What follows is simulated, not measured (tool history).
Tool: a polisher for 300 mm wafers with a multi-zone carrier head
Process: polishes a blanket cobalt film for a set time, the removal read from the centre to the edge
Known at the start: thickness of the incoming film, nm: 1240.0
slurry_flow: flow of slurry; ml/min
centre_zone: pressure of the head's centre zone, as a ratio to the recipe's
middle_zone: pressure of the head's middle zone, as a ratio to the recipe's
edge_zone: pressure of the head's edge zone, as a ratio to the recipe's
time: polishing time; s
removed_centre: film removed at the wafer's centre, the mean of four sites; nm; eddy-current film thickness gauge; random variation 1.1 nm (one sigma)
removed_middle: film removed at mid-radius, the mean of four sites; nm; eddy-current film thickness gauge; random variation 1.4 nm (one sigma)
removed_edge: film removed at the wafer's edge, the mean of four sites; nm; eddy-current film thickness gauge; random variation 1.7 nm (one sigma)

run  hour  slurry_flow  centre_zone  middle_zone  edge_zone  time  removed_centre  removed_middle  removed_edge
  1   0.0          220         1.00         1.00       1.00    40          139.67          146.68        142.05
  2   3.4          220         1.00         1.00       1.00    33          117.01          118.45        116.66
  3  11.5          230         1.02         0.97       1.02    33          119.38          118.44        117.26
  4  17.4          230         1.02         0.97       1.10    33          119.00          116.71        122.20
  5  22.6          210         1.02         0.97       1.10    33          116.00          116.33        118.13
  6  30.0          210         1.10         0.97       1.10    33          126.89          114.40        121.38
  7  38.9          210         1.11         0.95       1.10    33          126.69          111.39        120.91
  8  46.0          210         1.12         0.94       1.10    33          130.36          113.64        122.25
  9  47.9          195         1.12         0.88       1.10    32          124.31          105.66        117.64
 10  55.3          200         1.12         0.88       1.10    32          124.46          104.89        117.72
 11  57.2          205         1.12         0.89       1.10    32          125.53          105.31        117.75

Forecast run 12:
 12  58.0          210         1.12         0.89       1.10    32               ?               ?             ?

{"run 12": {"removed_centre": 122.84, "removed_middle": 108.05, "removed_edge": 116.02}}
